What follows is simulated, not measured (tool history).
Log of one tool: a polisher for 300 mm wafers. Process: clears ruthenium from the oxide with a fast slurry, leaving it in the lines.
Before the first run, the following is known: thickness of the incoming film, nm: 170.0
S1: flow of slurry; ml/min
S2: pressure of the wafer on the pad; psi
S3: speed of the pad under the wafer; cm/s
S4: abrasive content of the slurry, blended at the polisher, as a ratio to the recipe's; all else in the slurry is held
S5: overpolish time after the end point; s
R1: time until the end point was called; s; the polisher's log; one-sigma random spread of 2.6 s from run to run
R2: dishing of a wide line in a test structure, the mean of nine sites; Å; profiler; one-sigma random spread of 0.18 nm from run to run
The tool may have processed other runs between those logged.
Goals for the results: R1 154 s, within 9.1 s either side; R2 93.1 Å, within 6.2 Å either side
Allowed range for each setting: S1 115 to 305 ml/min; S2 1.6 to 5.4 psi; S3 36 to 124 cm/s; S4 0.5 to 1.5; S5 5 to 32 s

run,hour,S1,S2,S3,S4,S5,R1,R2
1,0,195,3.5,80,1,16,47.077,493.68
2,1.9,155,3.5,80,1,16,48.466,484.15
3,6.9,155,3.5,80,1,23,48.848,660.74
4,13.3,155,3.5,90,1,23,42.857,726.52
5,19.6,155,3,90,1,23,48.582,666.83
6,20.7,145,2.8,80,0.9,19,62.694,437.94
7,28.4,145,2.8,80,0.9,19,62.858,432.24
8,32.9,140,2.7,72,0.8,16,77.573,323.1
9,33.7,115,1.7,50,1.05,8,148.36,80.347
10,39.4,115,1.7,50,1,8,157.38,79.355
11,43.8,120,1.7,50,1,8,155.62,81.126
12,47.2,125,1.7,50,1,8,156.19,84.112
13,48.8,130,1.7,50,1,8,154.5,84.136
14,51.5,135,1.7,50,1,8,154.72,79.856

Which single option among these 4 for the next run brings every result within its allowed miss of target? Just one does.
A,54.2,120,2,36,1.15,12,?,?
B,54.2,115,2.1,44,0.85,9,?,?
C,54.2,115,2.1,40,1.15,10,?,?
D,54.2,140,1.7,40,1.05,9,?,?

move,R1,R2
A,177.25,110.51
B,160.7,91.779
C,154.38,105.84
D,189.64,77.996
A: moves the result that the last run missed by most past its target, out the other side
B: every result lands within tolerance
C: moves the result that the last run missed by most past its target, out the other side
D: lands further from the targets than the last run did
The move that meets every target is B.
